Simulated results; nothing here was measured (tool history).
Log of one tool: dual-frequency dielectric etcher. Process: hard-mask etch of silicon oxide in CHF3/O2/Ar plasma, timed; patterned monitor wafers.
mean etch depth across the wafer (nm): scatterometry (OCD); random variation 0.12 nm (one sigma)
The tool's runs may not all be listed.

run,day,source power (W),bias power (W),etch time (s),mean etch depth across the wafer (nm)
1,0,470,161,27.5,50.271
2,0.054,430,156,27.5,47.72
3,0.312,410,154,27.5,46.413
4,0.362,490,154,27.5,49.538
5,0.733,560,154,27.5,52.796
6,1.104,610,154,27.5,54.232
7,1.462,550,145,27.5,50.813

The next listed run, before its measurement:
8,1.588,510,140,27.5,?

{"run 8": {"mean etch depth across the wafer (nm)": 48.32}}
